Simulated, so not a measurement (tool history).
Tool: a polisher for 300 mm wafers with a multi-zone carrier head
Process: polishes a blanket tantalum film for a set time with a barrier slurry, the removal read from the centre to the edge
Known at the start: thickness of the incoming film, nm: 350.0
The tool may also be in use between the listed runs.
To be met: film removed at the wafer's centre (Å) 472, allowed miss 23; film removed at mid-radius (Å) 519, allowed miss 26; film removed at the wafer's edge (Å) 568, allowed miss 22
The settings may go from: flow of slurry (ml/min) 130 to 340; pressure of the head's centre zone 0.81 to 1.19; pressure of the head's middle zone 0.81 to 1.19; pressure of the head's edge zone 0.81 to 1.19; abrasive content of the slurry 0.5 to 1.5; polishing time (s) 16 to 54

run	hour	flow of slurry (ml/min)	pressure of the head's centre zone	pressure of the head's middle zone	pressure of the head's edge zone	abrasive content of the slurry	polishing time (s)	film removed at the wafer's centre (Å)	film removed at mid-radius (Å)	film removed at the wafer's edge (Å)
1	0	220	1	1	1	1	35	744.81	767.77	780.94
2	1.1	220	1	1	1	1	42	902.41	920.46	932.35
3	7.2	215	0.96	0.97	0.99	0.85	39	754.8	801.76	809.55
4	12.4	215	0.96	0.97	0.94	0.85	39	748.27	788.96	783.08
5	19.6	215	0.96	1.01	0.94	0.85	39	751.3	820.33	788.74
6	25.8	205	0.93	0.96	0.95	0.75	37	663.01	712.93	713.95
7	31.9	195	0.9	0.93	0.96	0.7	36	600.18	657.84	689.55
8	35.1	190	0.88	0.91	0.94	0.65	35	549	606	641.03
9	36.8	185	0.87	0.89	0.92	0.6	35	523.25	571.7	604.55
10	38.1	180	0.86	0.88	0.91	0.6	35	519.4	556.76	599.45
11	42.8	165	0.81	0.87	0.89	0.5	34	433.43	482.12	525.78
12	51.3	175	0.82	0.87	0.9	0.5	34	439.76	492.56	524.83
13	58.2	175	0.83	0.87	0.92	0.5	34	439.79	496.78	529.26
14	63.1	175	0.84	0.87	0.93	0.5	34	461.24	482.31	543.43
15	64.3	180	0.84	0.88	0.94	0.5	34	453.83	504.21	541.53
16	66.9	180	0.84	0.88	0.95	0.5	34	447.65	501.14	553.14

Which of these 5 next moves meets every target?
A	69.5	220	0.81	0.83	1.07	0.55	32	?	?	?
B	69.5	175	0.81	0.85	1.09	0.65	30	?	?	?
C	69.5	165	0.81	0.82	0.83	0.5	38	?	?	?
D	69.5	240	0.81	1	0.92	0.5	32	?	?	?
E	69.5	130	0.89	0.81	0.99	0.6	33	?	?	?

move	film removed at the wafer's centre (Å)	film removed at mid-radius (Å)	film removed at the wafer's edge (Å)
A	444.28	472.3	579.4
B	437.06	475.07	580.56
C	484.62	512.23	567.97
D	428.07	530.27	515.68
E	488.91	466.7	572.15
A: further off than the last run
B: further off than the last run
C: meets every target
D: further off than the last run
E: brings the result that was furthest off to its target, and leaves another outside
Answer: C

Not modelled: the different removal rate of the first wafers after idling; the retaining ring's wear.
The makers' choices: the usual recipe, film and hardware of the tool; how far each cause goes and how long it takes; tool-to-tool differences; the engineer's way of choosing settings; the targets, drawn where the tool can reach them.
